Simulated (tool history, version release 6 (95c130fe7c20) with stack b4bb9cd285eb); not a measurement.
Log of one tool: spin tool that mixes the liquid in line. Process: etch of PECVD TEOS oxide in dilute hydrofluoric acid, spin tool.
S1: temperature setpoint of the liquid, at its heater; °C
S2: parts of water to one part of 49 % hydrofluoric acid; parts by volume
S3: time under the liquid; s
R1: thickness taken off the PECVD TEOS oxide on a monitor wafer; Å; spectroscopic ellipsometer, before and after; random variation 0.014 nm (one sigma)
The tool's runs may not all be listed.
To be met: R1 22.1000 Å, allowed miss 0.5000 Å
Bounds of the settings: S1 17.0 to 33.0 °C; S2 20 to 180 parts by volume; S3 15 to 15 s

run  hour    S1   S2  S3       R1
  1   0.0  25.0  100  15  13.3470
  2   2.3  25.0  130  15  10.0080
  3   7.9  27.5  115  15  12.7940
  4  15.3  27.5  145  15   9.6798
  5  21.7  27.5  120  15  12.0640
  6  23.6  27.5  120  15  11.9590
  7  30.2  29.0  105  15  15.1070
  8  34.5  30.5  100  15  16.7310
  9  36.6  33.0   80  15  23.6010
 10  45.0  32.5   80  15  23.1120
 11  53.9  32.0   80  15  22.8080

Which of these 4 next moves meets every target?
  A  62.8  33.0  80  15   ?
  B  62.8  29.5  75  15   ?
  C  62.8  31.5  85  15   ?
  D  62.8  31.0  75  15   ?

move       R1
   A  23.5110
   B  22.1340
   C  20.7630
   D  23.4420
A: further off than the last run
B: meets every target
C: takes the result that was furthest off past its target
D: further off than the last run
Move B is the one to make.
